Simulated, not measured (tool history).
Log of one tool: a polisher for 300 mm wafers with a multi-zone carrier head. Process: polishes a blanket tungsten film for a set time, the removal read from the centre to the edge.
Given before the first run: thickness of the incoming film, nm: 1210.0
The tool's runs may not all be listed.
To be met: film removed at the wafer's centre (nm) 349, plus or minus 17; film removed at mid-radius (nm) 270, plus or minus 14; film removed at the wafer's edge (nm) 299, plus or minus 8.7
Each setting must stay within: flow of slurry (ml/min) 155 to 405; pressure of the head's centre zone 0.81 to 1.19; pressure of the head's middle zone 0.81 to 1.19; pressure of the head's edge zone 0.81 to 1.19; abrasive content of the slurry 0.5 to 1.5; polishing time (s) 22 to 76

| run | hour | flow of slurry (ml/min) | pressure of the head's centre zone | pressure of the head's middle zone | pressure of the head's edge zone | abrasive content of the slurry | polishing time (s) | film removed at the wafer's centre (nm) | film removed at mid-radius (nm) | film removed at the wafer's edge (nm) |
|---|---|---|---|---|---|---|---|---|---|---|
| 1 | 0 | 260 | 1 | 1 | 1 | 1 | 49 | 233.65 | 242.45 | 247.36 |
| 2 | 8.8 | 260 | 1 | 1.04 | 1 | 1 | 49 | 244.33 | 246.55 | 243.85 |
| 3 | 16.6 | 265 | 1.03 | 1.04 | 1.03 | 1.05 | 49 | 248.07 | 263.47 | 254.74 |
| 4 | 25.5 | 265 | 1.03 | 1.04 | 1.03 | 0.95 | 49 | 236.49 | 246.98 | 242.33 |
| 5 | 26.4 | 210 | 1.03 | 1.04 | 1.03 | 0.95 | 49 | 233.42 | 240.49 | 240.59 |
| 6 | 33.2 | 210 | 1.03 | 1.04 | 1.03 | 0.95 | 61 | 298.68 | 296.81 | 295.28 |
| 7 | 39 | 205 | 1.05 | 1.02 | 1.02 | 0.95 | 61 | 293.92 | 286.05 | 295.72 |
| 8 | 42.2 | 200 | 1.07 | 1.01 | 0.99 | 0.95 | 62 | 307.72 | 300.54 | 298.54 |
| 9 | 49 | 200 | 1.07 | 1.01 | 0.99 | 0.95 | 62 | 308.5 | 283.62 | 297.54 |
| 10 | 54.8 | 200 | 1.09 | 1.01 | 0.98 | 0.95 | 62 | 303.19 | 294.09 | 298.01 |
| 11 | 58.6 | 195 | 1.1 | 0.99 | 0.96 | 0.9 | 63 | 311.71 | 281.62 | 293.36 |

Consider the 4 candidate settings below. Which is the only one whose results all fall within their allowed miss of target?
| A | 62.4 | 220 | 1.09 | 1.02 | 1.05 | 0.85 | 64 | ? | ? | ? |
| B | 62.4 | 230 | 1.02 | 0.88 | 0.97 | 1.15 | 59 | ? | ? | ? |
| C | 62.4 | 190 | 1.07 | 1.05 | 0.83 | 1 | 62 | ? | ? | ? |
| D | 62.4 | 155 | 1.19 | 0.88 | 0.92 | 0.75 | 73 | ? | ? | ? |

| move | film removed at the wafer's centre (nm) | film removed at mid-radius (nm) | film removed at the wafer's edge (nm) |
|---|---|---|---|
| A | 309.03 | 298.72 | 304.7 |
| B | 299.27 | 272.51 | 302.73 |
| C | 306.73 | 309.92 | 277.24 |
| D | 348.29 | 275.25 | 301.99 |
A: moves away from the targets compared with the last run
B: moves away from the targets compared with the last run
C: moves away from the targets compared with the last run
D: meets every target
Answer: D
